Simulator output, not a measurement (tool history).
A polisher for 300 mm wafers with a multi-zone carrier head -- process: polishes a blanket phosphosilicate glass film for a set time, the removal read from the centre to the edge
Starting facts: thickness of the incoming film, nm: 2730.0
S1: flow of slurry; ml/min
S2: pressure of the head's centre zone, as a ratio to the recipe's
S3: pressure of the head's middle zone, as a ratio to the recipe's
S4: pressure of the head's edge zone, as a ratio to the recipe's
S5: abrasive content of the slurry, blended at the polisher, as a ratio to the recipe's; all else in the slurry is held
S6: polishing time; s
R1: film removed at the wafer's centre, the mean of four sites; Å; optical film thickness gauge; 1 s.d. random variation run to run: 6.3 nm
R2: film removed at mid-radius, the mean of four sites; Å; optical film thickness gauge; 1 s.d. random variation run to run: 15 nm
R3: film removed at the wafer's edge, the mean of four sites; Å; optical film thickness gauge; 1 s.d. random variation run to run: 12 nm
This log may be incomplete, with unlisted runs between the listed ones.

run	hour	S1	S2	S3	S4	S5	S6	R1	R2	R3
1	0	290	1	1	1	1	76	8014.9	8414.9	8040
2	2.9	290	1.01	1.01	1.03	1.1	76	8441	8602.3	8363.1
3	9.2	340	1.01	1.01	1.03	1.1	76	8463.7	8855.3	8353
4	9.8	340	1.01	1.01	1.03	0.9	76	8003	8156.4	7949.4
5	10.6	340	1.01	1.01	0.95	0.9	76	7896.3	8033.1	7751.9
6	19.4	335	0.99	0.98	0.97	1.05	78	8426.2	8842.7	8283
7	23.8	305	0.99	0.97	1.02	1.15	79	8809.7	8919.8	8837.6

For run 8, what comes out?
8	26.7	305	0.99	0.97	1.02	1.15	79	?	?	?

{"run 8": {"R1": 8634.3, "R2": 8907, "R3": 8794.2}}
